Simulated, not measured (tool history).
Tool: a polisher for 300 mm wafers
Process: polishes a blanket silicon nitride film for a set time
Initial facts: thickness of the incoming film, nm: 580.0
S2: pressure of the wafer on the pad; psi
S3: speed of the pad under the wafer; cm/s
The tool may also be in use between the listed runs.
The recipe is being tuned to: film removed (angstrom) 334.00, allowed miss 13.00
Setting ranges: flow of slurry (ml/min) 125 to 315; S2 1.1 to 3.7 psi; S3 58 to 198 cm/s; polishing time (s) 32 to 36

Run 1, hour 0.0: flow of slurry (ml/min) 205, S2 2.4 psi, S3 128 cm/s, polishing time (s) 36. Result: film removed (angstrom) 563.25.
Run 2, hour 2.8: flow of slurry (ml/min) 205, S2 2.6 psi, S3 128 cm/s, polishing time (s) 36. Result: film removed (angstrom) 625.32.
Run 3, hour 5.3: flow of slurry (ml/min) 205, S2 2.6 psi, S3 128 cm/s, polishing time (s) 36. Result: film removed (angstrom) 625.07.
Run 4, hour 7.3: flow of slurry (ml/min) 205, S2 2.5 psi, S3 128 cm/s, polishing time (s) 36. Result: film removed (angstrom) 585.19.
Run 5, hour 11.9: flow of slurry (ml/min) 205, S2 2.4 psi, S3 128 cm/s, polishing time (s) 36. Result: film removed (angstrom) 567.37.
Run 6, hour 19.5: flow of slurry (ml/min) 205, S2 2.4 psi, S3 152 cm/s, polishing time (s) 36. Result: film removed (angstrom) 635.97.
Run 7, hour 26.5: flow of slurry (ml/min) 205, S2 2.3 psi, S3 152 cm/s, polishing time (s) 36. Result: film removed (angstrom) 608.76.
Run 8, hour 27.5: flow of slurry (ml/min) 205, S2 2.2 psi, S3 152 cm/s, polishing time (s) 36. Result: film removed (angstrom) 566.27.
Run 9, hour 30.1: flow of slurry (ml/min) 205, S2 2.1 psi, S3 152 cm/s, polishing time (s) 36. Result: film removed (angstrom) 537.70.
Run 10, hour 37.8: flow of slurry (ml/min) 200, S2 1.5 psi, S3 146 cm/s, polishing time (s) 36. Result: film removed (angstrom) 393.80.

Next run, 4 choices. One meets every target within its allowed miss, the rest don't. Which?
Run A, hour 45.5: flow of slurry (ml/min) 205, S2 1.3 psi, S3 140 cm/s, polishing time (s) 33. Result: film removed (angstrom) ?.
Run B, hour 45.5: flow of slurry (ml/min) 215, S2 1.6 psi, S3 146 cm/s, polishing time (s) 32. Result: film removed (angstrom) ?.
Run C, hour 45.5: flow of slurry (ml/min) 195, S2 1.3 psi, S3 152 cm/s, polishing time (s) 35. Result: film removed (angstrom) ?.
Run D, hour 45.5: flow of slurry (ml/min) 175, S2 1.5 psi, S3 144 cm/s, polishing time (s) 34. Result: film removed (angstrom) ?.

move  film removed (angstrom)
   A                   308.15
   B                   374.56
   C                   340.52
   D                   363.09
A: takes the biggest miss from the last run beyond its target
B: moves toward the targets from the last run without getting all of them in spec
C: meets every target
D: moves toward the targets from the last run without getting all of them in spec
Correct choice: C, which meets every target
